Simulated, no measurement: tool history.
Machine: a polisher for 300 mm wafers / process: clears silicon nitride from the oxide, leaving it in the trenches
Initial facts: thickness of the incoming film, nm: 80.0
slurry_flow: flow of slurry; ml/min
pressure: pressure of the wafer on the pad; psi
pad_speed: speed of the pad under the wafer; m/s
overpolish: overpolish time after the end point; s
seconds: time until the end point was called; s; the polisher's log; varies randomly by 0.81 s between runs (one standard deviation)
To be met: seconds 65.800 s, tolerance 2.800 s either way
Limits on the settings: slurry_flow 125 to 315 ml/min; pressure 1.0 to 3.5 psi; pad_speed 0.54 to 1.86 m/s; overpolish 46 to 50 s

run,day,slurry_flow,pressure,pad_speed,overpolish,seconds
1,0.000,205,2.2,1.18,46,101.200
2,0.338,205,1.7,1.18,46,133.220
3,0.629,205,1.7,1.06,46,144.690
4,0.758,205,1.9,1.06,46,131.950
5,1.075,225,1.9,1.06,46,125.520
6,1.367,230,2.0,1.06,46,119.200
7,1.550,235,2.1,1.06,46,112.910
8,1.862,240,2.2,1.06,46,112.660
9,1.962,240,2.8,1.22,46,76.431
10,2.308,240,3.0,1.22,46,71.569
11,2.675,245,3.1,1.22,46,68.760

Below are 5 possible settings for the next run. Only one of them brings all results inside the allowed miss of their targets. Which is it?
A,3.042,280,3.1,1.28,47,?
B,3.042,235,3.5,1.04,46,?
C,3.042,200,2.2,1.62,46,?
D,3.042,250,3.2,1.12,46,?
E,3.042,240,3.1,1.14,49,?

move,seconds
A,66.105
B,72.988
C,75.926
D,73.722
E,75.057
A: every result within its allowed miss
B: misses by more than the last run did
C: misses by more than the last run did
D: misses by more than the last run did
E: misses by more than the last run did
The right move is A.

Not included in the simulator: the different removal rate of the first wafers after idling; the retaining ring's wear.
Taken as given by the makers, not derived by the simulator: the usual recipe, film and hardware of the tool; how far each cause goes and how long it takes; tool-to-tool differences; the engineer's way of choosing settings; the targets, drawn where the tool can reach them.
